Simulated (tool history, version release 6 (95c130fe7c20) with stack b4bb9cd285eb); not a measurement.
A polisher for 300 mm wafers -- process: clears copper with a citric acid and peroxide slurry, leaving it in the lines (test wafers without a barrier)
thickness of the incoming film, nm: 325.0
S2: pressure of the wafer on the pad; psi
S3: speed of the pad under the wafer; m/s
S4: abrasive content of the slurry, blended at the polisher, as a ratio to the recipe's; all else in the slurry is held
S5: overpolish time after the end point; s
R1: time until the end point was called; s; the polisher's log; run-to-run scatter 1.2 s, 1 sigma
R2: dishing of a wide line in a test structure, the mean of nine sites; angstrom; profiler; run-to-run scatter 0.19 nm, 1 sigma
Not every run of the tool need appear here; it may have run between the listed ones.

Run 1, day 0: flow of slurry (ml/min) 215, S2 4.1 psi, S3 1.06 m/s, S4 1, S5 28 s. Result: R1 115.73 s, R2 457.8 angstrom.
Run 2, day 0.2: flow of slurry (ml/min) 215, S2 3.8 psi, S3 1.1 m/s, S4 1, S5 25 s. Result: R1 123.1 s, R2 398.88 angstrom.
Run 3, day 0.242: flow of slurry (ml/min) 175, S2 3.8 psi, S3 1.1 m/s, S4 1, S5 25 s. Result: R1 127.52 s, R2 385.52 angstrom.
Run 4, day 0.4: flow of slurry (ml/min) 170, S2 3.7 psi, S3 1.12 m/s, S4 1.05, S5 23 s. Result: R1 128.16 s, R2 363.56 angstrom.
Run 5, day 0.692: flow of slurry (ml/min) 190, S2 3.6 psi, S3 1.12 m/s, S4 1, S5 21 s. Result: R1 128.46 s, R2 323.56 angstrom.
Run 6, day 0.733: flow of slurry (ml/min) 160, S2 3.6 psi, S3 1.12 m/s, S4 1, S5 21 s. Result: R1 133.58 s, R2 317.65 angstrom.
Run 7, day 1.108: flow of slurry (ml/min) 165, S2 3.4 psi, S3 1.18 m/s, S4 0.95, S5 19 s. Result: R1 132.9 s, R2 286.32 angstrom.
Run 8, day 1.312: flow of slurry (ml/min) 180, S2 3.2 psi, S3 1.24 m/s, S4 0.9, S5 18 s. Result: R1 135.69 s, R2 265.61 angstrom.
Run 9, day 1.379: flow of slurry (ml/min) 200, S2 3.1 psi, S3 1.3 m/s, S4 0.85, S5 17 s. Result: R1 135.64 s, R2 261.2 angstrom.
Run 10, day 1.742: flow of slurry (ml/min) 190, S2 3.1 psi, S3 1.34 m/s, S4 0.8, S5 16 s. Result: R1 131.32 s, R2 247.48 angstrom.
Run 11, day 1.858: flow of slurry (ml/min) 130, S2 2.2 psi, S3 1.64 m/s, S4 0.55, S5 8 s. Result: R1 179.84 s, R2 95.344 angstrom.
Run 12, day 2.058: flow of slurry (ml/min) 130, S2 2.4 psi, S3 1.64 m/s, S4 0.55, S5 8 s. Result: R1 164.1 s, R2 105 angstrom.
Run 13, day 2.158: flow of slurry (ml/min) 130, S2 2.5 psi, S3 1.64 m/s, S4 0.55, S5 8 s. Result: R1 160.73 s, R2 109.32 angstrom.
Run 14, day 2.271: flow of slurry (ml/min) 160, S2 3.6 psi, S3 1.66 m/s, S4 0.55, S5 8 s. Result: R1 105.35 s, R2 163.82 angstrom.

Run 15 has not been measured yet. What should we expect?
Run 15, day 2.458: flow of slurry (ml/min) 155, S2 3.6 psi, S3 1.66 m/s, S4 0.55, S5 8 s. Result: R1 ?, R2 ?.

{"run 15": {"R1": 104.19, "R2": 159.73}}
